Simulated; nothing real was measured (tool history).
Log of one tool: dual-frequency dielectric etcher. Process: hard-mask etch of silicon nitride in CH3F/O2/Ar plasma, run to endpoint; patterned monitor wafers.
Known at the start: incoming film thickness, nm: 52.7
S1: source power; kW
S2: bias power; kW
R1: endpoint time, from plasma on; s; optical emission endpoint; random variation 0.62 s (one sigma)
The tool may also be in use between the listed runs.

run 1 hour=0.0 | S1=0.440 S2=0.091 | R1=68.724
run 2 hour=0.8 | S1=0.410 S2=0.087 | R1=71.576
run 3 hour=8.6 | S1=0.410 S2=0.076 | R1=73.941
run 4 hour=11.0 | S1=0.390 S2=0.074 | R1=77.199
run 5 hour=15.5 | S1=0.390 S2=0.088 | R1=73.745
run 6 hour=22.0 | S1=0.370 S2=0.087 | R1=76.288

Run 7 comes next. What will it give?
run 7 hour=27.9 | S1=0.360 S2=0.086 | R1=?

Run 7 gave R1 77.234 s.
